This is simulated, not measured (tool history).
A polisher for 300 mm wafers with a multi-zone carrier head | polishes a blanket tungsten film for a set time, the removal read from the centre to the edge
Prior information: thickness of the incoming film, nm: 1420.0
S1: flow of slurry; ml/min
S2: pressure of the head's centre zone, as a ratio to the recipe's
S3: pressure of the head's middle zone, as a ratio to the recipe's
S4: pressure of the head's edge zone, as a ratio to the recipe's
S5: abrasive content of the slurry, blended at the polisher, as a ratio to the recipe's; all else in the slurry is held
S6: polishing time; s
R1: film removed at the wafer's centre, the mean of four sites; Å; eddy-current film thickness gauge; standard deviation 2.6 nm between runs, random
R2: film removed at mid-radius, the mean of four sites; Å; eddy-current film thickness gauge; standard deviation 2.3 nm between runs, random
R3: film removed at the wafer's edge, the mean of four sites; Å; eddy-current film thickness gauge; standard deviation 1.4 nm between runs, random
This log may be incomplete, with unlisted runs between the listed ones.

run 1 day=0 | S1=145 S2=1 S3=1 S4=1 S5=1 S6=50 | R1=2815.1 R2=2729.8 R3=2606
run 2 day=0.15 | S1=145 S2=1 S3=1 S4=0.95 S5=1 S6=50 | R1=2693 R2=2769.5 R3=2560.1
run 3 day=0.521 | S1=130 S2=0.97 S3=0.94 S4=0.98 S5=0.85 S6=48 | R1=2422.5 R2=2338.1 R3=2350
run 4 day=0.654 | S1=120 S2=0.94 S3=0.9 S4=1 S5=0.75 S6=47 | R1=2192.2 R2=2103.7 R3=2196.8
run 5 day=0.992 | S1=120 S2=0.87 S3=0.9 S4=1 S5=0.75 S6=47 | R1=1967.5 R2=2086.2 R3=2211.6
run 6 day=1.196 | S1=120 S2=0.93 S3=0.9 S4=1 S5=0.75 S6=47 | R1=2087.6 R2=2091.8 R3=2202.8

Estimate the outcome of run 7 from the log above:
run 7 day=1.3 | S1=110 S2=0.94 S3=0.87 S4=1.03 S5=0.7 S6=47 | R1=? R2=? R3=?

Run 7 came out at R1 2032.5 Å, R2 1939.8 Å, R3 2159.7 Å.
